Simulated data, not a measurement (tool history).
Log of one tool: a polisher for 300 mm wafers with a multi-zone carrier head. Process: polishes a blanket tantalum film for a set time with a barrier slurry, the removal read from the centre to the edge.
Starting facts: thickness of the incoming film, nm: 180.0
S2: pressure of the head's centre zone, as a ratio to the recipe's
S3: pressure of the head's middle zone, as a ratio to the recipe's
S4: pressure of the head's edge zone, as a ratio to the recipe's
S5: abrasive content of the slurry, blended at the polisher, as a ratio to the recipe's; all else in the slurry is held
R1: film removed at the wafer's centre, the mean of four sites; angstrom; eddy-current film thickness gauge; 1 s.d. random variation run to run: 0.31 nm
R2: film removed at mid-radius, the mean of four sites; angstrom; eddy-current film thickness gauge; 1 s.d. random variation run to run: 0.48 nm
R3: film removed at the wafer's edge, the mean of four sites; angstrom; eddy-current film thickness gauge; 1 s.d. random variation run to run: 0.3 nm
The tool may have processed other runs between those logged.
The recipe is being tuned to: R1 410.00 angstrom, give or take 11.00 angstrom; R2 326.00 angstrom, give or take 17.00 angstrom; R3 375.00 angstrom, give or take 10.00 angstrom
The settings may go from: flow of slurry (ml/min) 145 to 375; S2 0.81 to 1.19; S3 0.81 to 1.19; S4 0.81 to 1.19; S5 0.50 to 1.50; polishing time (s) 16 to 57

{"run": 1, "hour": 0.0, "flow of slurry (ml/min)": 240, "S2": 1.0, "S3": 1.0, "S4": 1.0, "S5": 1.0, "polishing time (s)": 36, "R1": 344.9, "R2": 345.62, "R3": 339.6}
{"run": 2, "hour": 7.7, "flow of slurry (ml/min)": 250, "S2": 1.02, "S3": 0.98, "S4": 1.02, "S5": 1.0, "polishing time (s)": 36, "R1": 347.08, "R2": 339.41, "R3": 341.46}
{"run": 3, "hour": 15.1, "flow of slurry (ml/min)": 250, "S2": 1.02, "S3": 0.98, "S4": 1.02, "S5": 1.0, "polishing time (s)": 41, "R1": 403.8, "R2": 395.16, "R3": 384.23}
{"run": 4, "hour": 22.1, "flow of slurry (ml/min)": 250, "S2": 1.1, "S3": 0.98, "S4": 1.02, "S5": 1.0, "polishing time (s)": 41, "R1": 421.8, "R2": 384.64, "R3": 386.45}
{"run": 5, "hour": 25.0, "flow of slurry (ml/min)": 200, "S2": 1.1, "S3": 0.98, "S4": 1.02, "S5": 1.0, "polishing time (s)": 41, "R1": 419.06, "R2": 381.59, "R3": 386.35}
{"run": 6, "hour": 33.0, "flow of slurry (ml/min)": 200, "S2": 1.1, "S3": 0.96, "S4": 1.02, "S5": 1.0, "polishing time (s)": 41, "R1": 421.26, "R2": 376.81, "R3": 388.65}
{"run": 7, "hour": 36.9, "flow of slurry (ml/min)": 200, "S2": 1.1, "S3": 0.94, "S4": 1.02, "S5": 1.0, "polishing time (s)": 41, "R1": 412.81, "R2": 361.54, "R3": 384.03}
{"run": 8, "hour": 41.6, "flow of slurry (ml/min)": 200, "S2": 1.1, "S3": 0.93, "S4": 1.02, "S5": 1.0, "polishing time (s)": 41, "R1": 419.59, "R2": 363.01, "R3": 380.79}
{"run": 9, "hour": 48.0, "flow of slurry (ml/min)": 195, "S2": 1.1, "S3": 0.92, "S4": 1.03, "S5": 1.0, "polishing time (s)": 41, "R1": 415.18, "R2": 361.72, "R3": 386.68}

Of the 4 settings listed for the next run, only one would bring every result within its allowed miss of target. Which one?
{"run": "A", "hour": 54.4, "flow of slurry (ml/min)": 250, "S2": 1.0, "S3": 0.98, "S4": 1.06, "S5": 1.0, "polishing time (s)": 43, "R1": "?", "R2": "?", "R3": "?"}
{"run": "B", "hour": 54.4, "flow of slurry (ml/min)": 190, "S2": 1.09, "S3": 0.97, "S4": 0.94, "S5": 1.2, "polishing time (s)": 40, "R1": "?", "R2": "?", "R3": "?"}
{"run": "C", "hour": 54.4, "flow of slurry (ml/min)": 215, "S2": 1.1, "S3": 0.82, "S4": 1.07, "S5": 0.95, "polishing time (s)": 42, "R1": "?", "R2": "?", "R3": "?"}
{"run": "D", "hour": 54.4, "flow of slurry (ml/min)": 240, "S2": 1.15, "S3": 0.87, "S4": 1.12, "S5": 0.95, "polishing time (s)": 38, "R1": "?", "R2": "?", "R3": "?"}

move=A R1=407.54 R2=397.20 R3=411.94
move=B R1=409.11 R2=367.39 R3=370.25
move=C R1=420.88 R2=325.92 R3=395.94
move=D R1=401.71 R2=313.21 R3=367.89
A: moves away from the targets compared with the last run
B: moves away from the targets compared with the last run
C: gets the furthest-off result to its target, but another result is out of tolerance
D: each result inside its tolerance
D meets every target.

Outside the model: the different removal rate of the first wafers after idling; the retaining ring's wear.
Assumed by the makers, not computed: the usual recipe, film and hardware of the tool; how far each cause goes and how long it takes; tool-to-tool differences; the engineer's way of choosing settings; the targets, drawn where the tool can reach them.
